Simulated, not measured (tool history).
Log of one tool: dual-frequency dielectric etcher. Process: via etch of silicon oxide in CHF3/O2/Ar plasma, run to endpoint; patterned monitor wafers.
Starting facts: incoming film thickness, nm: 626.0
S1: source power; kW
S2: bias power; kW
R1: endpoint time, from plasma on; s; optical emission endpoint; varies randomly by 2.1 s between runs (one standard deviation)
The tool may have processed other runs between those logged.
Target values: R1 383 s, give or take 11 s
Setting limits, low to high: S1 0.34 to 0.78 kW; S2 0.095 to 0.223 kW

| run | day | S1 | S2 | R1 |
|---|---|---|---|---|
| 1 | 0 | 0.56 | 0.159 | 300.72 |
| 2 | 0.196 | 0.56 | 0.181 | 292.5 |
| 3 | 0.496 | 0.52 | 0.166 | 310.47 |
| 4 | 0.767 | 0.52 | 0.141 | 324.18 |
| 5 | 0.892 | 0.49 | 0.138 | 334.49 |
| 6 | 1.271 | 0.49 | 0.166 | 320.75 |
| 7 | 1.421 | 0.46 | 0.163 | 333.22 |
| 8 | 1.708 | 0.35 | 0.14 | 402.14 |

Pick the move, out of 5, that brings all results within their allowed miss; only one does.
| A | 1.996 | 0.34 | 0.127 | ? |
| B | 1.996 | 0.48 | 0.118 | ? |
| C | 1.996 | 0.43 | 0.146 | ? |
| D | 1.996 | 0.36 | 0.148 | ? |
| E | 1.996 | 0.4 | 0.154 | ? |

| move | R1 |
|---|---|
| A | 416.94 |
| B | 350.31 |
| C | 353.53 |
| D | 388.72 |
| E | 362.85 |
A: further off than the last run
B: carries the result that was furthest off beyond its target, to the other side
C: carries the result that was furthest off beyond its target, to the other side
D: every result within its allowed miss
E: carries the result that was furthest off beyond its target, to the other side
The move that meets every target is D.

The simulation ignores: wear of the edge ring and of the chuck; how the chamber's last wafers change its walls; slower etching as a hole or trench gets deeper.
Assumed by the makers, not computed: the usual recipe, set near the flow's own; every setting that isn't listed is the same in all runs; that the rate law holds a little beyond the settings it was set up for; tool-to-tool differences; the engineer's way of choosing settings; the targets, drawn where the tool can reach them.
